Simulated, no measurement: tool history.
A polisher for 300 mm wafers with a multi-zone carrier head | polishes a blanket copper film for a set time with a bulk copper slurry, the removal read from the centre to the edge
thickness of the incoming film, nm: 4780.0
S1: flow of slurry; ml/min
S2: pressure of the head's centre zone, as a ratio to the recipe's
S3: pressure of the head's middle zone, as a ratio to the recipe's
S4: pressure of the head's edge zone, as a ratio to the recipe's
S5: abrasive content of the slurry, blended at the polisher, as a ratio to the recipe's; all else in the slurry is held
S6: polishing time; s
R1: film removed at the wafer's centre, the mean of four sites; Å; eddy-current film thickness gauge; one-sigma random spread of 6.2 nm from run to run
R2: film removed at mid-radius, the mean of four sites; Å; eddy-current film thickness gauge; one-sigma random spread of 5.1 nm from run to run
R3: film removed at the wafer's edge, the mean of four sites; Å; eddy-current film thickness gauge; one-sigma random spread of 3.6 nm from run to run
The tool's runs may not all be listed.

run 1 hour=0 | S1=135 S2=1 S3=1 S4=1 S5=1 S6=53 | R1=5356.2 R2=5281.5 R3=5107.4
run 2 hour=4 | S1=135 S2=0.94 S3=1 S4=1 S5=1 S6=53 | R1=5077.5 R2=5082.8 R3=5107.4
run 3 hour=6.3 | S1=135 S2=0.88 S3=1 S4=1 S5=1 S6=53 | R1=4883.6 R2=5005.9 R3=5031.6
run 4 hour=7.6 | S1=135 S2=0.88 S3=1 S4=1 S5=1 S6=47 | R1=4166.3 R2=4571.2 R3=4500.9
-- hour=13.1 edge zone pressure recalibrated
run 5 hour=13.1 | S1=135 S2=0.88 S3=1 S4=1 S5=0.8 S6=47 | R1=3880 R2=4290.5 R3=4372.3
run 6 hour=15.5 | S1=135 S2=0.94 S3=1 S4=1 S5=0.8 S6=47 | R1=4139.2 R2=4320.8 R3=4351.8

What will run 7 give?
run 7 hour=18.1 | S1=135 S2=0.95 S3=0.99 S4=0.99 S5=0.8 S6=47 | R1=? R2=? R3=?

R1: 4237 Å
R2: 4298.4 Å
R3: 4321.8 Å
